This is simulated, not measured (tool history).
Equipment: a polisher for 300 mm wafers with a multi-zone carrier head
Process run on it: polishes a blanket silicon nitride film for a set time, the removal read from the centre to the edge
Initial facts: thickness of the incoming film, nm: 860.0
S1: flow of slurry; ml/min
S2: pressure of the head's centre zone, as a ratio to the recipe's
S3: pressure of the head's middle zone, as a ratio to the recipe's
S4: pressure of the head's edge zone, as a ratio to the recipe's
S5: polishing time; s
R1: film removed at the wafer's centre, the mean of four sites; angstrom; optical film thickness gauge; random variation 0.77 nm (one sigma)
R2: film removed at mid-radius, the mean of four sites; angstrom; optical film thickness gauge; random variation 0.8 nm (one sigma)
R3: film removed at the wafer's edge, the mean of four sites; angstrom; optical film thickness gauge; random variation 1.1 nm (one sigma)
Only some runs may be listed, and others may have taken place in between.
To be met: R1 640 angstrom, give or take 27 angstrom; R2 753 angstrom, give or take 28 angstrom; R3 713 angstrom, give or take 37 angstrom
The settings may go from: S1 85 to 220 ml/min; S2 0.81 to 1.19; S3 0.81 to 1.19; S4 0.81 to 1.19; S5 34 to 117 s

run	hour	S1	S2	S3	S4	S5	R1	R2	R3
1	0	140	1	1	1	75	883.54	830.36	852.04
2	5.8	135	0.98	1	0.99	74	849.62	816.94	841.14
3	7.8	135	0.97	1.01	0.98	73	828.54	815.51	811.31
4	10.7	130	0.95	1.01	0.98	73	790.9	805.96	814.69
5	15.8	130	0.95	1.01	0.98	58	630.4	649.65	645.82
6	16.5	130	0.95	0.95	0.98	58	617.87	603.64	640.29
# hour 23.9: centre zone pressure recalibrated
7	23.9	170	0.85	1.05	1.05	59	575.86	721.31	699.39
8	31.4	170	0.85	1.05	1.05	59	575.67	717.33	704.24
9	34.7	175	0.86	1.05	1.05	59	593.4	717.56	694.88

Which of these 4 next moves meets every target?
A	38	215	0.89	1.06	1.05	59	?	?	?
B	38	165	0.81	0.93	1.19	64	?	?	?
C	38	165	0.87	1.14	0.97	63	?	?	?
D	38	180	0.92	0.97	1.05	60	?	?	?

move	R1	R2	R3
A	621.75	742.28	712.47
B	584.19	691.04	787.68
C	618.97	808.37	715.15
D	633.81	681.29	710.84
A: in spec on every target
B: further off than the last run
C: gets the furthest-off result to its target, but another result is out of tolerance
D: gets the furthest-off result to its target, but another result is out of tolerance
Go with A: it meets all targets.
